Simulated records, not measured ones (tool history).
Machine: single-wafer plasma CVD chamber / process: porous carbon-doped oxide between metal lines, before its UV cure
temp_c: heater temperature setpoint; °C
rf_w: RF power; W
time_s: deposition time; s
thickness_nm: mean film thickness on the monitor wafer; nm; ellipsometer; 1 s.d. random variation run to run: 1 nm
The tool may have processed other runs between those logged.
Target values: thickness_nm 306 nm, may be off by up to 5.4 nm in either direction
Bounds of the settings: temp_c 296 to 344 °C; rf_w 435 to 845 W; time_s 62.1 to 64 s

run  hour  temp_c  rf_w  time_s  thickness_nm
  1     0     320   640    62.1        327.94
  2   8.7     324   640    62.1        323.98
  3  14.2     326   635    62.1        315.74
  4    21     327   635    62.1         318.2
  5  29.2     328   630    62.1        312.89
  6  30.8     328   630      64        323.93
  7    36     330   625      64        320.36
  8  42.7     332   625      64        314.53
  9  44.3     333   625      64        314.26
 10  44.9     334   625      64        312.82
 11  51.2     335   625      64        312.75

4 candidate next runs follow, results not yet known. Just one meets every target within its allowed miss. Identify it.
  A  57.5     344   710    62.8             ?
  B  57.5     339   615      64             ?
  C  57.5     320   595      64             ?
  D  57.5     339   580    63.2             ?

move  thickness_nm
   A        318.72
   B        305.03
   C        324.76
   D        291.37
A: the biggest miss grows against the last run
B: each result inside its tolerance
C: the biggest miss grows against the last run
D: takes the biggest miss from the last run beyond its target
Answer: B
